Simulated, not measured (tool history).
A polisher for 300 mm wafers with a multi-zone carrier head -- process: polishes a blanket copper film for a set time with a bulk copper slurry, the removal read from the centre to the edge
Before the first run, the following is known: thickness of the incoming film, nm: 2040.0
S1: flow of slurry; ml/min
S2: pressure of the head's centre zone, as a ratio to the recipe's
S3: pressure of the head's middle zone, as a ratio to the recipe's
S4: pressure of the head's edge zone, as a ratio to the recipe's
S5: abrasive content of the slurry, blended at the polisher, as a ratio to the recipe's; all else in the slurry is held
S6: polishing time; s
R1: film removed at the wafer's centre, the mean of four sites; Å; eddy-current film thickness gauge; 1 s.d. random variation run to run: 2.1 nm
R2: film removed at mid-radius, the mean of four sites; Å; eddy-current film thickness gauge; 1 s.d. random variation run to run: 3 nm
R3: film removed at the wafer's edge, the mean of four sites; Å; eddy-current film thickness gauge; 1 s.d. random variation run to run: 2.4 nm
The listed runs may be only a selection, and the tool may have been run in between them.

run	hour	S1	S2	S3	S4	S5	S6	R1	R2	R3
1	0.0	180	1.00	1.00	1.00	1.00	36	2316.5	2289.4	2253.4
2	2.7	180	1.00	1.00	1.00	1.00	44	2816.1	2751.8	2750.5
3	5.9	175	1.01	0.98	0.97	0.95	44	2787.1	2674.3	2648.7
4	12.9	210	1.01	0.98	0.97	0.95	44	2922.5	2717.2	2721.2
5	19.3	205	1.02	0.95	0.95	0.90	44	2878.6	2583.9	2646.0
6	21.9	205	0.96	0.95	0.95	0.90	44	2693.9	2644.2	2673.6
7	29.2	205	0.96	0.95	0.95	0.90	44	2687.0	2613.2	2704.8
8	31.0	205	0.96	0.95	0.95	0.90	44	2696.6	2716.5	2699.9
9	37.8	205	0.98	0.94	0.93	0.85	44	2691.4	2562.8	2636.2
10	39.2	210	1.00	0.94	0.91	0.80	44	2776.9	2625.9	2560.5
11	39.8	210	1.01	0.92	0.90	0.80	44	2788.6	2528.5	2569.1

Forecast run 12:
12	40.7	210	1.01	0.92	0.90	0.80	44	?	?	?

{"run 12": {"R1": 2810.9, "R2": 2505.5, "R3": 2565.4}}
